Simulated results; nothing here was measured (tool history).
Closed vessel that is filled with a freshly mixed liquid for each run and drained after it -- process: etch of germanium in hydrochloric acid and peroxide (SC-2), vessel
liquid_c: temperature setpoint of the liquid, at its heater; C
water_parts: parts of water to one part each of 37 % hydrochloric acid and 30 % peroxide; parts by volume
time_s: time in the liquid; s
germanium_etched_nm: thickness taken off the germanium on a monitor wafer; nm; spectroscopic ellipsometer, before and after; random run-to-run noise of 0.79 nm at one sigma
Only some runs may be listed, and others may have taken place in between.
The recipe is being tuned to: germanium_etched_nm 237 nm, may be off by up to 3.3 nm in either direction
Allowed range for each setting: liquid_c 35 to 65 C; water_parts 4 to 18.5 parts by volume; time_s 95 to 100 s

| run | hour | liquid_c | water_parts | time_s | germanium_etched_nm |
|---|---|---|---|---|---|
| 1 | 0 | 49 | 10.5 | 95 | 173 |
| 2 | 2.4 | 50.5 | 10.5 | 95 | 182.4 |
| 3 | 9.3 | 50.5 | 7 | 95 | 187.94 |
| 4 | 10.7 | 46.5 | 7 | 95 | 164.89 |
| 5 | 14.9 | 46.5 | 10.5 | 95 | 160.07 |
| 6 | 20.3 | 48.5 | 10.5 | 95 | 170.8 |
| 7 | 22.8 | 56.5 | 10 | 95 | 218.62 |
| 8 | 29.1 | 57 | 10 | 95 | 223.02 |
|  | 31.4 | new drum of peroxide connected |
| 9 | 31.4 | 57.5 | 10 | 95 | 226.19 |
| 10 | 39.3 | 58 | 10 | 95 | 230.17 |

Consider the 5 candidate settings below. Which is the only one whose results all fall within their allowed miss of target?
| A | 47.2 | 58.5 | 10 | 100 | ? |
| B | 47.2 | 56.5 | 8 | 95 | ? |
| C | 47.2 | 58.5 | 11 | 100 | ? |
| D | 47.2 | 57 | 9.5 | 100 | ? |
| E | 47.2 | 57 | 11.5 | 95 | ? |

| move | germanium_etched_nm |
|---|---|
| A | 246.34 |
| B | 224.88 |
| C | 243.7 |
| D | 236.78 |
| E | 220.25 |
A: takes the result that was furthest off past its target
B: misses by more than the last run did
C: takes the result that was furthest off past its target
D: every result within its allowed miss
E: misses by more than the last run did
D is the move that brings every result within its allowed miss.
